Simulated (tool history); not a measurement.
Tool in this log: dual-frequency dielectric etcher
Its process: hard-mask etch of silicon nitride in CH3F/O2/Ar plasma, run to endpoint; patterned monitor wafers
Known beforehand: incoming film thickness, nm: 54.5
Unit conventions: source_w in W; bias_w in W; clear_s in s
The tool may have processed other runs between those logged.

Run 1, hour 0.0: source_w 360 W, bias_w 60 W. Result: clear_s 95.028 s.
Run 2, hour 6.6: source_w 330 W, bias_w 58 W. Result: clear_s 100.590 s.
Run 3, hour 10.2: source_w 310 W, bias_w 57 W. Result: clear_s 103.520 s.
Run 4, hour 13.6: source_w 310 W, bias_w 63 W. Result: clear_s 97.669 s.
Run 5, hour 15.3: source_w 340 W, bias_w 63 W. Result: clear_s 94.571 s.
Run 6, hour 17.0: source_w 310 W, bias_w 61 W. Result: clear_s 99.117 s.

Run 7 has not been measured yet. What should we expect?
Run 7, hour 18.2: source_w 290 W, bias_w 59 W. Result: clear_s ?.

{"run 7": {"clear_s": 102.66}}
